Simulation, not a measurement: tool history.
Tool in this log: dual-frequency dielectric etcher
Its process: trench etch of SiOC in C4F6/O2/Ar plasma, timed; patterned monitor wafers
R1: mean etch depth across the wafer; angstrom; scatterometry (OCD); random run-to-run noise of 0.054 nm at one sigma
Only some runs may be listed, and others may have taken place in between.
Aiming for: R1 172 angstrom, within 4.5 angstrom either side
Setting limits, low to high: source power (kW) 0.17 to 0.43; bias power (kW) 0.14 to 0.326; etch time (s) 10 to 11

{"run": 1, "hour": 0.0, "source power (kW)": 0.3, "bias power (kW)": 0.233, "etch time (s)": 11, "R1": 212.53}
{"run": 2, "hour": 3.8, "source power (kW)": 0.28, "bias power (kW)": 0.225, "etch time (s)": 11, "R1": 202.75}
{"run": 3, "hour": 8.0, "source power (kW)": 0.28, "bias power (kW)": 0.261, "etch time (s)": 11, "R1": 218.53}
{"run": 4, "hour": 12.2, "source power (kW)": 0.26, "bias power (kW)": 0.251, "etch time (s)": 11, "R1": 205.09}
{"run": 5, "hour": 15.4, "source power (kW)": 0.25, "bias power (kW)": 0.248, "etch time (s)": 11, "R1": 201.32}
{"run": 6, "hour": 16.4, "source power (kW)": 0.25, "bias power (kW)": 0.275, "etch time (s)": 11, "R1": 212.14}
{"run": 7, "hour": 24.4, "source power (kW)": 0.24, "bias power (kW)": 0.267, "etch time (s)": 11, "R1": 202.79}
{"run": 8, "hour": 30.1, "source power (kW)": 0.18, "bias power (kW)": 0.234, "etch time (s)": 11, "R1": 163}

4 candidate next runs follow, results not yet known. Just one meets every target within its allowed miss. Identify it.
{"run": "A", "hour": 35.8, "source power (kW)": 0.25, "bias power (kW)": 0.209, "etch time (s)": 11, "R1": "?"}
{"run": "B", "hour": 35.8, "source power (kW)": 0.22, "bias power (kW)": 0.207, "etch time (s)": 11, "R1": "?"}
{"run": "C", "hour": 35.8, "source power (kW)": 0.19, "bias power (kW)": 0.219, "etch time (s)": 11, "R1": "?"}
{"run": "D", "hour": 35.8, "source power (kW)": 0.23, "bias power (kW)": 0.225, "etch time (s)": 10, "R1": "?"}

move=A R1=183.92
move=B R1=171.03
move=C R1=162.58
move=D R1=166.53
A: carries the result that was furthest off beyond its target, to the other side
B: every result lands within tolerance
C: just as far off the targets as the last run
D: nearer than the last run, and not there yet
So the answer is move B, the one that meets all the targets.

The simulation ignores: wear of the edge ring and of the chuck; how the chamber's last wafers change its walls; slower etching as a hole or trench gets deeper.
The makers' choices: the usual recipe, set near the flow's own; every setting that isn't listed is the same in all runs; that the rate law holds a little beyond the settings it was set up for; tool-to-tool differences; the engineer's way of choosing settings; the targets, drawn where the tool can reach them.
